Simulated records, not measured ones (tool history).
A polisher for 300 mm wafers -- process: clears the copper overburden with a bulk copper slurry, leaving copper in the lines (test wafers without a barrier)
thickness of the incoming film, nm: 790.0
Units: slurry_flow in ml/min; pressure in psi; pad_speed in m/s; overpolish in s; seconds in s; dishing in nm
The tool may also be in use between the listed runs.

run	day	slurry_flow	pressure	pad_speed	slurry_solids	overpolish	seconds	dishing
1	0.000	200	3.4	0.84	1.0	27	103.13	72.771
2	0.188	200	2.9	0.80	1.0	26	115.71	64.611
3	0.333	200	2.5	0.80	1.0	26	131.64	62.735
4	0.700	200	2.5	0.80	1.0	35	135.80	69.933
5	0.967	200	2.5	0.80	1.0	25	132.70	60.483
6	1.042	200	2.5	0.80	1.0	19	136.71	52.860
7	1.212	200	2.2	0.74	1.0	22	157.40	52.090
8	1.550	200	2.0	0.70	1.0	24	172.89	51.255

The next listed run, before its measurement:
9	1.800	200	2.0	0.70	1.0	24	?	?

Run 9 yielded seconds 169.43 s, dishing 53.244 nm.

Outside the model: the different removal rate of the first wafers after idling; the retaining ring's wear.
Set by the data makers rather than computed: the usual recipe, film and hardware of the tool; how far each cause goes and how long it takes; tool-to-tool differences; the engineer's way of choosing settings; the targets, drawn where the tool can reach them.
